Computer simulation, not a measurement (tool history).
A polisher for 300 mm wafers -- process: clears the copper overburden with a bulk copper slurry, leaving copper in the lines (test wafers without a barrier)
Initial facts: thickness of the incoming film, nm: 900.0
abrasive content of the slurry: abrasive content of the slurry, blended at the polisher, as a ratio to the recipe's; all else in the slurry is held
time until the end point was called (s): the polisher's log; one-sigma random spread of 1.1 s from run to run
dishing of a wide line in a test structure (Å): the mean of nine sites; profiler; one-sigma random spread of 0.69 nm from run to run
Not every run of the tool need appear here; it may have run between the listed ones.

run,day,flow of slurry (ml/min),pressure of the wafer on the pad (kPa),speed of the pad under the wafer (m/s),abrasive content of the slurry,overpolish time after the end point (s),time until the end point was called (s),dishing of a wide line in a test structure (Å)
1,0.000,215,19.3,1.34,1.00,16,84.534,838.60
2,0.271,215,17.9,1.34,1.00,15,90.610,778.28
3,0.492,215,20.0,1.34,1.00,15,83.101,838.07
4,0.683,215,20.0,1.34,1.00,9,82.440,602.72
5,0.933,215,20.0,1.34,1.00,6,83.066,447.39
6,1.167,215,20.0,1.34,0.90,6,85.861,426.80
# day 1.221: slurry blender recalibrated
7,1.221,215,20.0,1.34,0.90,6,74.048,484.08

What will run 8 give?
8,1.546,210,18.6,1.32,0.95,8,?,?

{"run 8": {"time until the end point was called (s)": 79.275, "dishing of a wide line in a test structure (Å)": 563.76}}
